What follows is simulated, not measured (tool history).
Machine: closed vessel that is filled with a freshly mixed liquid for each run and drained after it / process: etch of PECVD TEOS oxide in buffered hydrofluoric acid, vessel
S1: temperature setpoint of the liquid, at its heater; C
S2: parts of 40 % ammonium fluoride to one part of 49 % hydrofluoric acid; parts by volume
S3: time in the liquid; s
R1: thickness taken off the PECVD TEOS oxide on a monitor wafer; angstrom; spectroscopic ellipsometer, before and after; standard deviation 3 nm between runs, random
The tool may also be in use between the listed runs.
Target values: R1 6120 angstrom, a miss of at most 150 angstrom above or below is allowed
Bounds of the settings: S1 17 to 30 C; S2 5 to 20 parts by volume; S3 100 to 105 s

run,hour,S1,S2,S3,R1
1,0,22,12,100,2534.9
2,6.3,23,11,100,2897.4
3,8.4,19.5,11,100,2399.5
4,16.8,19.5,12.5,100,2132.9
5,24.1,21,11.5,100,2491.1
6,32.2,21,14,100,2062.9
7,35.6,22.5,12.5,100,2502.8
8,40.5,23.5,11.5,100,2878.3
9,48.8,24.5,10.5,100,3322.7
10,52.3,25.5,10,100,3656.3
11,58.6,26,9.5,100,3890.3
12,60,26.5,9,100,4112.5
13,62.3,27,8.5,100,4553.2
14,66.3,27.5,8.5,100,4618.6
15,73.7,28,8,100,5059.2
16,75.5,28,8,100,5062.2
17,79.5,28.5,8,100,5214.7
18,84.4,29.5,7.5,100,5918.1
19,89.7,29.5,7.5,100,5955.9

4 candidate next runs follow, results not yet known. Just one meets every target within its allowed miss. Identify it.
A,95,25.5,6,100,?
B,95,29.5,8,105,?
C,95,28,7,100,?
D,95,27.5,6.5,100,?

move,R1
A,5885.5
B,5792.3
C,5886.5
D,6112.6
A: further off than the last run
B: further off than the last run
C: further off than the last run
D: every result within its allowed miss
Correct choice: D, which meets every target
